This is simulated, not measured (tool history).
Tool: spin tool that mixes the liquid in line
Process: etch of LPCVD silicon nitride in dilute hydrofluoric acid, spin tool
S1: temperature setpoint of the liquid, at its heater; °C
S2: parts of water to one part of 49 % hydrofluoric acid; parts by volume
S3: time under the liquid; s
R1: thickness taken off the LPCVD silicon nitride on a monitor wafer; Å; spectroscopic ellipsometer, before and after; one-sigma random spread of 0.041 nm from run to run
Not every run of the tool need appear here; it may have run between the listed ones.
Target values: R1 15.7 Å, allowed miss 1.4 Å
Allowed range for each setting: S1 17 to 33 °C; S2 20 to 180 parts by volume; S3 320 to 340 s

run	hour	S1	S2	S3	R1
1	0	25	100	320	23.912
2	7.5	24.5	100	320	22.018
3	13.9	24.5	100	320	22.546
4	18.5	24.5	65	320	33.199
5	23.5	26	65	320	36.588
6	25.5	23	65	320	33.034
7	27.9	22.5	75	320	26.829
8	36.6	22	80	320	22.455
9	41.1	21.5	80	320	22.986
10	43.3	21.5	80	320	22.662

Consider the 4 candidate settings below. Which is the only one whose results all fall within their allowed miss of target?
A	45.5	20.5	110	330	?
B	45.5	23	65	340	?
C	45.5	22.5	75	335	?
D	45.5	22.5	55	340	?

move	R1
A	16.157
B	33.01
C	27.329
D	37.57
A: in spec on every target
B: moves away from the targets compared with the last run
C: moves away from the targets compared with the last run
D: moves away from the targets compared with the last run
A is the move that brings every result within its allowed miss.
